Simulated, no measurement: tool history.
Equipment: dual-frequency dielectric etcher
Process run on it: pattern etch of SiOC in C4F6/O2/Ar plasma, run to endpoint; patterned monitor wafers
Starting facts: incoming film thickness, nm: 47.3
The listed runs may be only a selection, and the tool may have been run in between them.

run,hour,bias power (kW),source power (kW),endpoint time (s)
1,0,0.571,0.3,16.546
2,1.1,0.586,0.3,16.213
3,9.8,0.55,0.3,16.442
4,14.8,0.563,0.31,16.259
5,19.6,0.576,0.31,16.198
6,20.3,0.589,0.31,16.026
7,24.6,0.6,0.31,15.909
8,29.4,0.61,0.31,15.78
9,36.2,0.619,0.31,15.787

Estimate the outcome of run 10 from the log above:
10,41.2,0.628,0.31,?

Run 10 yielded endpoint time (s) 15.661.
